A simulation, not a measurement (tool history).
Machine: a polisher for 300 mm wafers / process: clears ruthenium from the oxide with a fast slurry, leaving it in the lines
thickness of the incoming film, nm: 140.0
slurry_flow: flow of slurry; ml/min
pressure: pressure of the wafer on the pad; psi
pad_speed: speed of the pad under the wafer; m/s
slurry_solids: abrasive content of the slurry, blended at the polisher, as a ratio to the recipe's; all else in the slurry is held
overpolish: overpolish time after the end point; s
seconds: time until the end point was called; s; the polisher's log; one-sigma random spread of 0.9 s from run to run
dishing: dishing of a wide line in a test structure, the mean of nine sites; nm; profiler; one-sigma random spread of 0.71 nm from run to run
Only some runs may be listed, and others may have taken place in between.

run,hour,slurry_flow,pressure,pad_speed,slurry_solids,overpolish,seconds,dishing
1,0,315,2.8,1.2,1,14,28.599,43.381
2,0.6,315,2.5,1.14,1,15,33.469,40.35
3,1.6,315,2.5,1.14,1.1,15,32.779,41.146
4,9.4,385,2.5,1.14,1.1,15,31.823,43.029
5,15.7,385,2.3,1.08,1.1,16,37.085,40.425
6,22.3,385,2.3,1.08,1.1,11,36.853,30.193
7,27.6,385,2.1,1.04,1.1,12,41.906,28.588

Run 8 is up next; what results do you expect?
8,35.6,385,1.9,1.02,1.1,13,?,?

Run 8 came out at seconds 46.056 s, dishing 27.752 nm.

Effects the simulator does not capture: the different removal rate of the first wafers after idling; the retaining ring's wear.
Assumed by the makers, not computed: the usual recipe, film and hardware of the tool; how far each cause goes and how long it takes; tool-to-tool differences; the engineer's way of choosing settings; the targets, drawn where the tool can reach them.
